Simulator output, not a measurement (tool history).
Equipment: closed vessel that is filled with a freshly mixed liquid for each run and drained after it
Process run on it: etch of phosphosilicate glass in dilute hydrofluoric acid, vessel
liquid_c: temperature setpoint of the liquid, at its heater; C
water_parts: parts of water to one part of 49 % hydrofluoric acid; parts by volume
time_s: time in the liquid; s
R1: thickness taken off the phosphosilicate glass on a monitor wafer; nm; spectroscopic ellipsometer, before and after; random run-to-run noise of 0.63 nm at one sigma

Run 1, hour 0: liquid_c 25 C, water_parts 150 parts by volume, time_s 95 s. Result: R1 88.207 nm.
Run 2, hour 8.8: liquid_c 27 C, water_parts 150 parts by volume, time_s 95 s. Result: R1 95.696 nm.
Run 3, hour 17.7: liquid_c 30 C, water_parts 150 parts by volume, time_s 95 s. Result: R1 105.93 nm.
Run 4, hour 26.2: liquid_c 30.5 C, water_parts 140 parts by volume, time_s 95 s. Result: R1 117.27 nm.
Run 5, hour 29.3: liquid_c 30.5 C, water_parts 140 parts by volume, time_s 95 s. Result: R1 117.54 nm.
Run 6, hour 32.3: liquid_c 31 C, water_parts 130 parts by volume, time_s 95 s. Result: R1 130.25 nm.
Run 7, hour 33.7: liquid_c 31.5 C, water_parts 125 parts by volume, time_s 95 s. Result: R1 139.2 nm.
Run 8, hour 34.5: liquid_c 31.5 C, water_parts 125 parts by volume, time_s 95 s. Result: R1 138.99 nm.

Run 9 is up next; what results do you expect?
Run 9, hour 39.2: liquid_c 32 C, water_parts 120 parts by volume, time_s 95 s. Result: R1 ?.

{"run 9": {"R1": 148.66}}
